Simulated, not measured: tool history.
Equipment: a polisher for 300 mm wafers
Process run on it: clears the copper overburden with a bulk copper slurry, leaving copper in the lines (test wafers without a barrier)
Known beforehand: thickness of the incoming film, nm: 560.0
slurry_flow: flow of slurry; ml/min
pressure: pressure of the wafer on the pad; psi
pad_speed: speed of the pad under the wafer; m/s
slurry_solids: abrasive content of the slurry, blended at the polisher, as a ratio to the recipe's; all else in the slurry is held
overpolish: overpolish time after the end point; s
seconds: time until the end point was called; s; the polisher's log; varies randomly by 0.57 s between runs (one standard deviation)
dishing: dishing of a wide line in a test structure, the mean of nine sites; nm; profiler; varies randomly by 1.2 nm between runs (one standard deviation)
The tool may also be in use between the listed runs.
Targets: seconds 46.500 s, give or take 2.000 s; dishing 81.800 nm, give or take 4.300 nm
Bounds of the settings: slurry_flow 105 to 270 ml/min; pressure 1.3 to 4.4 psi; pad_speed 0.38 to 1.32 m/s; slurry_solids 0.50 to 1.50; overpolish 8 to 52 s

Run 1, hour 0.0: slurry_flow 175 ml/min, pressure 2.8 psi, pad_speed 0.84 m/s, slurry_solids 1.00, overpolish 26 s. Result: seconds 72.725 s, dishing 80.913 nm.
Run 2, hour 1.8: slurry_flow 175 ml/min, pressure 2.3 psi, pad_speed 0.84 m/s, slurry_solids 1.00, overpolish 26 s. Result: seconds 86.342 s, dishing 71.513 nm.
Run 3, hour 10.8: slurry_flow 175 ml/min, pressure 2.6 psi, pad_speed 0.84 m/s, slurry_solids 1.00, overpolish 26 s. Result: seconds 79.597 s, dishing 78.900 nm.
Run 4, hour 16.5: slurry_flow 175 ml/min, pressure 2.6 psi, pad_speed 0.96 m/s, slurry_solids 1.00, overpolish 26 s. Result: seconds 68.410 s, dishing 82.171 nm.
Run 5, hour 21.5: slurry_flow 175 ml/min, pressure 2.8 psi, pad_speed 0.98 m/s, slurry_solids 1.00, overpolish 23 s. Result: seconds 64.638 s, dishing 81.312 nm.
Run 6, hour 22.2: slurry_flow 175 ml/min, pressure 2.8 psi, pad_speed 0.90 m/s, slurry_solids 1.00, overpolish 23 s. Result: seconds 68.024 s, dishing 77.773 nm.
Run 7, hour 24.5: slurry_flow 175 ml/min, pressure 2.8 psi, pad_speed 0.90 m/s, slurry_solids 1.00, overpolish 23 s. Result: seconds 67.724 s, dishing 77.659 nm.
Run 8, hour 30.7: slurry_flow 175 ml/min, pressure 3.0 psi, pad_speed 0.90 m/s, slurry_solids 1.00, overpolish 22 s. Result: seconds 62.797 s, dishing 83.272 nm.
Run 9, hour 38.2: slurry_flow 175 ml/min, pressure 3.1 psi, pad_speed 0.92 m/s, slurry_solids 1.00, overpolish 20 s. Result: seconds 59.182 s, dishing 82.617 nm.
Run 10, hour 44.7: slurry_flow 175 ml/min, pressure 3.2 psi, pad_speed 0.92 m/s, slurry_solids 1.00, overpolish 18 s. Result: seconds 58.255 s, dishing 77.960 nm.
Run 11, hour 53.6: slurry_flow 175 ml/min, pressure 3.3 psi, pad_speed 0.92 m/s, slurry_solids 1.00, overpolish 17 s. Result: seconds 56.727 s, dishing 78.025 nm.
Run 12, hour 55.2: slurry_flow 175 ml/min, pressure 3.3 psi, pad_speed 0.92 m/s, slurry_solids 1.00, overpolish 17 s. Result: seconds 56.981 s, dishing 78.582 nm.
Run 13, hour 62.1: slurry_flow 175 ml/min, pressure 3.4 psi, pad_speed 0.92 m/s, slurry_solids 1.00, overpolish 16 s. Result: seconds 55.323 s, dishing 76.917 nm.

Next run, 4 choices. One meets every target within its allowed miss, the rest don't. Which?
Run A, hour 69.0: slurry_flow 160 ml/min, pressure 3.5 psi, pad_speed 0.86 m/s, slurry_solids 0.75, overpolish 17 s. Result: seconds ?, dishing ?.
Run B, hour 69.0: slurry_flow 170 ml/min, pressure 3.6 psi, pad_speed 1.06 m/s, slurry_solids 0.95, overpolish 15 s. Result: seconds ?, dishing ?.
Run C, hour 69.0: slurry_flow 195 ml/min, pressure 3.3 psi, pad_speed 0.76 m/s, slurry_solids 1.10, overpolish 23 s. Result: seconds ?, dishing ?.
Run D, hour 69.0: slurry_flow 170 ml/min, pressure 3.8 psi, pad_speed 0.88 m/s, slurry_solids 0.95, overpolish 18 s. Result: seconds ?, dishing ?.

move  seconds  dishing
   A   62.147   74.468
   B   46.466   81.402
   C   65.870   82.972
   D   52.971   84.227
A: lands further from the targets than the last run did
B: every result lands within tolerance
C: lands further from the targets than the last run did
D: nearer the targets than the last run, but a result is still out of spec
Correct choice: B, which meets every target
